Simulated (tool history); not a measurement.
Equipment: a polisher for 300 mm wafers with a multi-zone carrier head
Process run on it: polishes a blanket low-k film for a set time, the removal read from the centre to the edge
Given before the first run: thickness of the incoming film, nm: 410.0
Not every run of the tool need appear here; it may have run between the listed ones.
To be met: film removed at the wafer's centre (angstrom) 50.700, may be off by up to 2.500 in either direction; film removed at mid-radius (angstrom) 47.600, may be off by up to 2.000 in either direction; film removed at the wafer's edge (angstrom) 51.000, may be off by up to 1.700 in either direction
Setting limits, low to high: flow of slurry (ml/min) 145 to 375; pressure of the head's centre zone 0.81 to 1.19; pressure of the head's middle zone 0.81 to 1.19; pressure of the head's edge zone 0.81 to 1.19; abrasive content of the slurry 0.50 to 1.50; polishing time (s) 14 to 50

run	hour	flow of slurry (ml/min)	pressure of the head's centre zone	pressure of the head's middle zone	pressure of the head's edge zone	abrasive content of the slurry	polishing time (s)	film removed at the wafer's centre (angstrom)	film removed at mid-radius (angstrom)	film removed at the wafer's edge (angstrom)
1	0.0	240	1.00	1.00	1.00	1.00	32	75.598	69.573	69.756
2	7.0	240	1.00	1.00	1.00	1.00	39	90.658	85.535	83.632
3	12.9	235	0.99	0.99	0.99	0.95	38	85.430	81.355	81.112
4	14.1	195	0.99	0.99	0.99	0.95	38	84.808	80.664	78.789
# hour 19.8: centre zone pressure recalibrated
5	19.8	195	0.98	0.98	0.99	0.90	37	72.932	74.907	74.755
6	24.6	195	0.98	0.98	0.96	0.90	37	73.661	74.568	75.409
7	25.3	195	0.99	0.98	0.96	0.85	36	70.175	71.674	69.260
8	27.1	200	1.00	0.96	0.97	0.80	35	68.442	66.925	67.051
9	34.9	185	0.93	0.86	0.88	0.55	31	46.539	44.669	46.509
10	36.9	190	0.93	0.86	0.89	0.55	31	46.762	44.382	47.187
11	42.2	195	0.93	0.86	0.90	0.55	31	46.666	44.425	48.417
12	50.2	200	0.93	0.86	0.90	0.55	31	47.899	45.101	48.173
13	57.7	205	0.93	0.86	0.90	0.55	31	47.507	45.363	47.613
14	59.8	205	0.93	0.86	0.91	0.55	31	47.383	45.595	48.370
15	63.3	210	0.93	0.86	0.92	0.55	31	46.973	45.476	48.844

Which single option among these 4 for the next run brings every result within its allowed miss of target? Just one does.
A	66.8	170	1.00	0.81	0.95	0.55	33	?	?	?
B	66.8	225	0.89	0.85	0.89	0.55	30	?	?	?
C	66.8	300	0.97	0.90	1.01	0.80	25	?	?	?
D	66.8	145	0.83	0.81	1.07	0.60	31	?	?	?

move	film removed at the wafer's centre (angstrom)	film removed at mid-radius (angstrom)	film removed at the wafer's edge (angstrom)
A	52.254	44.484	51.149
B	45.917	43.783	46.540
C	50.333	46.989	50.340
D	43.482	42.331	51.970
A: corrects the largest miss of the last run, while another result sits out of spec
B: lands further from the targets than the last run did
C: in spec on every target
D: lands further from the targets than the last run did
Go with C: it meets all targets.
